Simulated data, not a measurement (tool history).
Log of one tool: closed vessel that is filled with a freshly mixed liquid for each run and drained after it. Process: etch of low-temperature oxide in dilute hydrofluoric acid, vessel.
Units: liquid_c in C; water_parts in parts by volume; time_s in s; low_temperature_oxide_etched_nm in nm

run  hour  liquid_c  water_parts  time_s  low_temperature_oxide_etched_nm
  1   0.0        20          280    1930                           82.333
  2   5.7        17          280    1930                           73.306
  3  13.3        17          280    2060                           78.672
  4  17.4        17          290    2060                           75.137
  5  23.1        17          295    2060                           73.666
  6  23.8        17          210    2060                          111.350
  7  25.0        17          230    2060                          100.080
  8  31.7        17          230    2060                           99.887
  9  32.7        17          250    2060                           90.530

The next listed run, before its measurement:
 10  39.4        17          265    2060                                ?

low_temperature_oxide_etched_nm: 83.866 nm
